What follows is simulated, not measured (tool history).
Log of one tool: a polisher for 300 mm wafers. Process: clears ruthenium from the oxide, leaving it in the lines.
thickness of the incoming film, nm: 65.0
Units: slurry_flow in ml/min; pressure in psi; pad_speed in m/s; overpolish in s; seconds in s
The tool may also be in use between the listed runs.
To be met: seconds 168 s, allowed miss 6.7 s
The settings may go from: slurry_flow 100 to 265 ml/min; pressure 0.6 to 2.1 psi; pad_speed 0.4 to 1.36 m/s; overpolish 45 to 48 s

Run 1, hour 0: slurry_flow 170 ml/min, pressure 1.3 psi, pad_speed 0.88 m/s, overpolish 45 s. Result: seconds 83.056 s.
Run 2, hour 7.2: slurry_flow 170 ml/min, pressure 1.2 psi, pad_speed 0.86 m/s, overpolish 45 s. Result: seconds 91.623 s.
Run 3, hour 15.3: slurry_flow 170 ml/min, pressure 1.1 psi, pad_speed 0.84 m/s, overpolish 45 s. Result: seconds 103.5 s.
Run 4, hour 20.2: slurry_flow 170 ml/min, pressure 1.1 psi, pad_speed 0.74 m/s, overpolish 45 s. Result: seconds 114.03 s.
Run 5, hour 24.5: slurry_flow 170 ml/min, pressure 1 psi, pad_speed 0.74 m/s, overpolish 45 s. Result: seconds 127.33 s.
Run 6, hour 32.2: slurry_flow 145 ml/min, pressure 1 psi, pad_speed 0.74 m/s, overpolish 45 s. Result: seconds 130.95 s.
Run 7, hour 37.9: slurry_flow 140 ml/min, pressure 1 psi, pad_speed 0.74 m/s, overpolish 45 s. Result: seconds 129.95 s.
Run 8, hour 40.4: slurry_flow 140 ml/min, pressure 0.9 psi, pad_speed 0.74 m/s, overpolish 45 s. Result: seconds 144.59 s.

4 next moves are on the table. One of them brings every result within its allowed miss. Which?
Run A, hour 42.9: slurry_flow 145 ml/min, pressure 1 psi, pad_speed 0.76 m/s, overpolish 45 s. Result: seconds ?.
Run B, hour 42.9: slurry_flow 155 ml/min, pressure 0.9 psi, pad_speed 0.76 m/s, overpolish 45 s. Result: seconds ?.
Run C, hour 42.9: slurry_flow 150 ml/min, pressure 0.8 psi, pad_speed 0.76 m/s, overpolish 46 s. Result: seconds ?.
Run D, hour 42.9: slurry_flow 165 ml/min, pressure 0.9 psi, pad_speed 0.6 m/s, overpolish 45 s. Result: seconds ?.

move  seconds
   A    127.7
   B   139.47
   C   157.04
   D   170.63
A: further off than the last run
B: further off than the last run
C: nearer than the last run, and not there yet
D: meets every target
Move D is the one to make.
